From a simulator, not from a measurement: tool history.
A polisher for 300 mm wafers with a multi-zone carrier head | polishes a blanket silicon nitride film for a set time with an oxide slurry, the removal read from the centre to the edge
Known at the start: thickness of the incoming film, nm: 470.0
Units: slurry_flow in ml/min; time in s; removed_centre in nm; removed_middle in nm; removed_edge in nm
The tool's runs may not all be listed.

{"run": 1, "hour": 0.0, "slurry_flow": 165, "centre_zone": 1, "middle_zone": 1, "edge_zone": 1, "slurry_solids": 1, "time": 82, "removed_centre": 55.946, "removed_middle": 53.061, "removed_edge": 53.4}
{"run": 2, "hour": 2.8, "slurry_flow": 185, "centre_zone": 1.04, "middle_zone": 0.98, "edge_zone": 1, "slurry_solids": 1, "time": 82, "removed_centre": 59.509, "removed_middle": 52.916, "removed_edge": 53.576}
{"run": 3, "hour": 8.1, "slurry_flow": 185, "centre_zone": 1.04, "middle_zone": 0.98, "edge_zone": 1, "slurry_solids": 1.1, "time": 82, "removed_centre": 61.31, "removed_middle": 55.044, "removed_edge": 55.75}
{"run": 4, "hour": 15.1, "slurry_flow": 185, "centre_zone": 1.04, "middle_zone": 0.98, "edge_zone": 1, "slurry_solids": 1.1, "time": 64, "removed_centre": 48.289, "removed_middle": 43.441, "removed_edge": 43.772}
{"run": 5, "hour": 21.1, "slurry_flow": 185, "centre_zone": 0.99, "middle_zone": 0.98, "edge_zone": 1, "slurry_solids": 1.1, "time": 64, "removed_centre": 45.887, "removed_middle": 43.499, "removed_edge": 43.879}
{"run": 6, "hour": 22.3, "slurry_flow": 185, "centre_zone": 0.99, "middle_zone": 0.98, "edge_zone": 1, "slurry_solids": 1.2, "time": 64, "removed_centre": 47.246, "removed_middle": 44.648, "removed_edge": 45.005}

The next listed run, before its measurement:
{"run": 7, "hour": 24.7, "slurry_flow": 200, "centre_zone": 1.05, "middle_zone": 0.98, "edge_zone": 1.03, "slurry_solids": 1.3, "time": 65, "removed_centre": "?", "removed_middle": "?", "removed_edge": "?"}

{"run 7": {"removed_centre": 53.202, "removed_middle": 46.982, "removed_edge": 48.21}}
